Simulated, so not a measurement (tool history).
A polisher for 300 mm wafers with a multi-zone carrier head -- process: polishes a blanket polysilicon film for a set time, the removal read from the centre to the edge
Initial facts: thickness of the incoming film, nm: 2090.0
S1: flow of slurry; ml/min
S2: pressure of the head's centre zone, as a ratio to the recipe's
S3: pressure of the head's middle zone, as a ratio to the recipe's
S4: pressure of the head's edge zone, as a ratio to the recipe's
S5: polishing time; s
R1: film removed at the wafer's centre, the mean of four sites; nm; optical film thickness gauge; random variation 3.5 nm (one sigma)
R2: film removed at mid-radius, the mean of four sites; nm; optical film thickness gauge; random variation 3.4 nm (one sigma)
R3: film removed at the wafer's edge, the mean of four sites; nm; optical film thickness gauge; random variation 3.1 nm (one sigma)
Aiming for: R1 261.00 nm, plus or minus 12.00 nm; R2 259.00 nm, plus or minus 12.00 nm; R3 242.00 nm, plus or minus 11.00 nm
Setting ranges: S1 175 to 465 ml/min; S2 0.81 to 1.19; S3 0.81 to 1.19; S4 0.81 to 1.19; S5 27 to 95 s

run  hour   S1    S2    S3    S4  S5      R1      R2      R3
  1   0.0  295  1.00  1.00  1.00  61  423.47  437.12  419.04
  2   3.9  295  1.00  1.00  0.99  57  405.20  410.00  389.52
  3  12.1  345  1.00  1.00  0.99  57  399.89  407.20  393.50
  4  18.3  340  1.00  1.00  0.98  54  383.29  387.44  379.95
  5  25.4  340  1.00  1.00  1.02  54  380.09  386.03  373.52
  6  29.5  340  1.00  0.92  1.02  54  384.71  373.47  371.71
  7  30.8  330  1.00  0.93  1.01  51  357.93  347.47  354.99
  8  33.7  325  1.01  0.96  1.00  48  341.98  336.39  331.45
  9  39.2  320  1.01  0.97  1.00  46  327.72  322.36  322.99
 10  40.0  315  1.02  0.99  0.99  44  315.97  318.46  303.00
 11  44.0  315  1.02  0.99  0.99  43  308.06  299.94  304.69
 12  52.4  305  1.03  1.01  0.97  42  305.58  304.03  287.57
 13  55.7  300  1.03  1.01  0.96  41  293.39  286.60  280.01
 14  63.7  295  1.03  1.02  0.95  41  295.61  298.15  278.05
 15  68.1  285  1.00  0.96  0.87  34  234.87  233.31  225.75
 16  75.4  290  1.00  0.97  0.88  34  238.06  235.83  221.58
 17  84.1  295  1.00  0.98  0.89  34  240.41  232.14  222.60
 18  92.5  295  1.00  1.04  0.91  40  284.03  296.30  266.36
 19  93.5  290  1.00  1.03  0.90  40  276.64  296.73  267.05
 20  94.7  290  1.00  1.02  0.89  40  286.34  290.77  264.22
 21  98.8  285  1.00  1.01  0.88  40  281.58  284.56  254.45

Consider the 4 candidate settings below. Which is the only one whose results all fall within their allowed miss of target?
  A  102.9  245  0.94  1.03  0.94  36   ?   ?   ?
  B  102.9  280  0.89  1.02  0.92  36   ?   ?   ?
  C  102.9  260  0.92  1.00  0.89  37   ?   ?   ?
  D  102.9  225  1.01  0.99  0.84  38   ?   ?   ?

move      R1      R2      R3
   A  226.79  259.05  239.02
   B  219.88  261.37  240.24
   C  230.53  261.76  242.38
   D  252.06  261.14  240.28
A: gets the furthest-off result to its target, but another result is out of tolerance
B: gets the furthest-off result to its target, but another result is out of tolerance
C: gets the furthest-off result to its target, but another result is out of tolerance
D: all results in spec
D meets every target.
